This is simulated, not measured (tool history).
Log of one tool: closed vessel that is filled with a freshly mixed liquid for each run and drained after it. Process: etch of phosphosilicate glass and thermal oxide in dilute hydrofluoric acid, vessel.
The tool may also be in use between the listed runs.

run	day	temperature setpoint of the liquid (°C)	parts of water to one part of 49 % hydrofluoric acid (parts by volume)	time in the liquid (s)	thickness taken off the phosphosilicate glass on a monitor wafer (nm)	thickness taken off the thermal oxide on a monitor wafer (nm)
1	0.000	26.0	175	60	60.161	1.6661
2	0.300	26.0	175	75	74.327	2.0577
3	0.546	26.0	145	75	93.515	2.5117
4	0.688	25.0	145	75	90.345	2.4833
5	0.792	25.0	95	75	146.470	4.1231
6	0.942	27.5	95	75	159.930	4.4221
7	1.242	25.5	105	75	132.980	3.7848
8	1.342	24.0	115	75	113.470	3.2177
9	1.596	23.0	120	75	103.500	2.8695

Run 10 comes next. What will it give?
10	1.929	22.0	120	75	?	?

Run 10 gave thickness taken off the phosphosilicate glass on a monitor wafer (nm) 99.583, thickness taken off the thermal oxide on a monitor wafer (nm) 2.6611.

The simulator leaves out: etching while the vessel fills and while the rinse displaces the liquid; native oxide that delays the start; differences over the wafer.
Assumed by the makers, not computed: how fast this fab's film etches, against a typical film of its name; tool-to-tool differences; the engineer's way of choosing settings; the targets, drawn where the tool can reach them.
